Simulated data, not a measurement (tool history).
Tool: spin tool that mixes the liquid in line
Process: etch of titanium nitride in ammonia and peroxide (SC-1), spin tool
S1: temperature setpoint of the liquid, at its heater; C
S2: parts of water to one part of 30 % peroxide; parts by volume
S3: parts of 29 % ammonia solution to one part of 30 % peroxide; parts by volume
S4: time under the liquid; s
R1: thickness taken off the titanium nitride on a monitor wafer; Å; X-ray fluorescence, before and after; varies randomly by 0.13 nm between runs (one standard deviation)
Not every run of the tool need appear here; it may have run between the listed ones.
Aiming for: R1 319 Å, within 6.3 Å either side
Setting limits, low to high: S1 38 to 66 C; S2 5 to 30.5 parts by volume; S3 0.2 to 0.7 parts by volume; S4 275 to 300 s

{"run": 1, "hour": 0.0, "S1": 50, "S2": 17, "S3": 0.4, "S4": 275, "R1": 117.13}
{"run": 2, "hour": 6.8, "S1": 50, "S2": 14.5, "S3": 0.4, "S4": 275, "R1": 127.88}
{"run": 3, "hour": 12.3, "S1": 53.5, "S2": 14.5, "S3": 0.4, "S4": 275, "R1": 163.35}
{"run": 4, "hour": 14.8, "S1": 53.5, "S2": 14.5, "S3": 0.4, "S4": 275, "R1": 162.23}
{"run": 5, "hour": 19.1, "S1": 53.5, "S2": 14.5, "S3": 0.55, "S4": 275, "R1": 172.91}
{"hour": 27.1, "done": "new drum of ammonia solution connected"}
{"run": 6, "hour": 27.1, "S1": 58.5, "S2": 14.5, "S3": 0.55, "S4": 275, "R1": 246.43}
{"run": 7, "hour": 35.2, "S1": 59.5, "S2": 14.5, "S3": 0.55, "S4": 275, "R1": 263.93}
{"run": 8, "hour": 40.5, "S1": 60, "S2": 14.5, "S3": 0.55, "S4": 275, "R1": 273.35}

Exactly one of the 4 candidate moves below puts every result within its allowed miss. Which one?
{"run": "A", "hour": 45.8, "S1": 64, "S2": 20, "S3": 0.65, "S4": 300, "R1": "?"}
{"run": "B", "hour": 45.8, "S1": 63.5, "S2": 17.5, "S3": 0.7, "S4": 275, "R1": "?"}
{"run": "C", "hour": 45.8, "S1": 61.5, "S2": 14, "S3": 0.55, "S4": 300, "R1": "?"}
{"run": "D", "hour": 45.8, "S1": 63.5, "S2": 15.5, "S3": 0.5, "S4": 290, "R1": "?"}

move=A R1=329.79
move=B R1=319.35
move=C R1=331.1
move=D R1=338.7
A: moves the result that the last run missed by most past its target, out the other side
B: every result within its allowed miss
C: moves the result that the last run missed by most past its target, out the other side
D: moves the result that the last run missed by most past its target, out the other side
The move that meets every target is B.
